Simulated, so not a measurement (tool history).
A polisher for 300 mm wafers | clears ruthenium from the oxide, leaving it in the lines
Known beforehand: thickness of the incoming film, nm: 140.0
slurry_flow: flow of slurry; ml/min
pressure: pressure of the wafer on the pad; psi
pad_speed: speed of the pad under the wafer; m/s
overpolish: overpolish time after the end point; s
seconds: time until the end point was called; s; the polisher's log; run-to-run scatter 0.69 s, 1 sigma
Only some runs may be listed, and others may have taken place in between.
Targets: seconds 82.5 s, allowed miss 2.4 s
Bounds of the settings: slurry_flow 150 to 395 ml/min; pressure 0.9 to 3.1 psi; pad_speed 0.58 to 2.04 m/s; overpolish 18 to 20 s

| run | hour | slurry_flow | pressure | pad_speed | overpolish | seconds |
|---|---|---|---|---|---|---|
| 1 | 0 | 250 | 2 | 1.3 | 18 | 98.105 |
| 2 | 5.5 | 250 | 2 | 1.02 | 18 | 117.56 |
| 3 | 6.4 | 255 | 2.1 | 1.02 | 18 | 110.08 |
| 4 | 11.6 | 255 | 2.5 | 1.02 | 18 | 91.921 |
| 5 | 19.1 | 255 | 2.5 | 1.02 | 20 | 93.46 |
| 6 | 24.4 | 260 | 2.5 | 1.02 | 20 | 93.978 |
| 7 | 26.1 | 260 | 2.6 | 1.02 | 20 | 90.118 |
| 8 | 29.6 | 260 | 2.7 | 1.02 | 20 | 87.321 |

Which one of the following 4 next-run settings gets every result inside its allowed miss? There is exactly one.
| A | 33.1 | 295 | 2.7 | 1 | 18 | ? |
| B | 33.1 | 315 | 2.9 | 0.9 | 18 | ? |
| C | 33.1 | 220 | 2.9 | 1.12 | 20 | ? |
| D | 33.1 | 210 | 2.5 | 1.26 | 19 | ? |

| move | seconds |
|---|---|
| A | 87.08 |
| B | 87.123 |
| C | 77.171 |
| D | 82.026 |
A: no nearer and no further than the last run
B: no nearer and no further than the last run
C: takes the biggest miss from the last run beyond its target
D: every result lands within tolerance
So the answer is move D, the one that meets all the targets.

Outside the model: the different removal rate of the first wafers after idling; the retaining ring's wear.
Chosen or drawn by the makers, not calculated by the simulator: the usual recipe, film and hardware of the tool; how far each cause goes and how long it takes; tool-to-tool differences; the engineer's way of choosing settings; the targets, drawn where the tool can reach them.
